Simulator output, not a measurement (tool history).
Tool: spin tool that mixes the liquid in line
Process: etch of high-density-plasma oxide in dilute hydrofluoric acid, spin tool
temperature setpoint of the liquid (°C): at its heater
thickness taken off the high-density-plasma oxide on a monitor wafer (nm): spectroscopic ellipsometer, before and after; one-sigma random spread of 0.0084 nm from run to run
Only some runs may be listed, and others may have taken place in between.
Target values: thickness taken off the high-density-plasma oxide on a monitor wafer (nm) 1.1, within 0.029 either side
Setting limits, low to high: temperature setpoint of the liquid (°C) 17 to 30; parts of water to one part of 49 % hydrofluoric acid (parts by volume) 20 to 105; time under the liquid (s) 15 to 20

run  hour  temperature setpoint of the liquid (°C)  parts of water to one part of 49 % hydrofluoric acid (parts by volume)  time under the liquid (s)  thickness taken off the high-density-plasma oxide on a monitor wafer (nm)
  1     0                                       22                                                                      55                         20                                                                     1.7239
  2   0.8                                       21                                                                      60                         20                                                                     1.5187
  3   2.4                                       21                                                                      50                         20                                                                     1.8203
  4  11.1                                     20.5                                                                      55                         20                                                                     1.6377
  5  19.4                                       18                                                                      55                         20                                                                     1.4633
  6  21.9                                       18                                                                      60                         20                                                                     1.3362
  7  23.8                                     17.5                                                                      65                         20                                                                     1.1893
  8  24.9                                       17                                                                      65                         20                                                                     1.1833

Consider the 4 candidate settings below. Which is the only one whose results all fall within their allowed miss of target?
  A    26                                       17                                                                      60                         20                                                                          ?
  B    26                                       17                                                                      55                         15                                                                          ?
  C    26                                     17.5                                                                      70                         20                                                                          ?
  D    26                                     17.5                                                                      65                         20                                                                          ?

move  thickness taken off the high-density-plasma oxide on a monitor wafer (nm)
   A                                                                     1.2729
   B                                                                     1.0472
   C                                                                     1.1025
   D                                                                     1.1939
A: moves away from the targets compared with the last run
B: takes the result that was furthest off past its target
C: each result inside its tolerance
D: moves away from the targets compared with the last run
Move C is the one to make.

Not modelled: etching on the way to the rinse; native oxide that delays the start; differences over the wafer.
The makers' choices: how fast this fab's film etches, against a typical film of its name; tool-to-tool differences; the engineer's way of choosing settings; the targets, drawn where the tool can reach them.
